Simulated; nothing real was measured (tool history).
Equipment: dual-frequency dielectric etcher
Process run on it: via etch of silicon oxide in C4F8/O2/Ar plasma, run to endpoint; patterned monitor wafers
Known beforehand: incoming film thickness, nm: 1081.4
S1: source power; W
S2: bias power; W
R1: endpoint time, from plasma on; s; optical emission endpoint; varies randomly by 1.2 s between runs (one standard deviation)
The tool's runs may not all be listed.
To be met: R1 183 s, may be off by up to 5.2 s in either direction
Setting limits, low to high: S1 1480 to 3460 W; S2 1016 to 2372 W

{"run": 1, "hour": 0.0, "S1": 2470, "S2": 1694, "R1": 205.25}
{"run": 2, "hour": 2.1, "S1": 2470, "S2": 1455, "R1": 212.16}
{"run": 3, "hour": 7.8, "S1": 2560, "S2": 1480, "R1": 209.64}
{"run": 4, "hour": 15.7, "S1": 2560, "S2": 1653, "R1": 207.56}
{"run": 5, "hour": 20.0, "S1": 2670, "S2": 1719, "R1": 199.23}
{"run": 6, "hour": 28.6, "S1": 2720, "S2": 1735, "R1": 197.36}
{"run": 7, "hour": 34.2, "S1": 2770, "S2": 1749, "R1": 192.43}
{"run": 8, "hour": 36.0, "S1": 2770, "S2": 1749, "R1": 195.92}
{"run": 9, "hour": 43.0, "S1": 2810, "S2": 1763, "R1": 191.38}
{"run": 10, "hour": 46.3, "S1": 2830, "S2": 1768, "R1": 192.42}
{"run": 11, "hour": 47.5, "S1": 2860, "S2": 1776, "R1": 189.37}
{"run": 12, "hour": 49.1, "S1": 2880, "S2": 1780, "R1": 190.4}
{"run": 13, "hour": 58.2, "S1": 2900, "S2": 1787, "R1": 188.35}

5 next moves are on the table. One of them brings every result within its allowed miss. Which?
{"run": "A", "hour": 67.3, "S1": 2400, "S2": 2274, "R1": "?"}
{"run": "B", "hour": 67.3, "S1": 2720, "S2": 1694, "R1": "?"}
{"run": "C", "hour": 67.3, "S1": 2960, "S2": 1914, "R1": "?"}
{"run": "D", "hour": 67.3, "S1": 2600, "S2": 1783, "R1": "?"}
{"run": "E", "hour": 67.3, "S1": 2820, "S2": 1462, "R1": "?"}

move=A R1=198.67
move=B R1=199.54
move=C R1=186.41
move=D R1=201.83
move=E R1=202.05
A: misses by more than the last run did
B: misses by more than the last run did
C: meets every target
D: misses by more than the last run did
E: misses by more than the last run did
The right move is C.
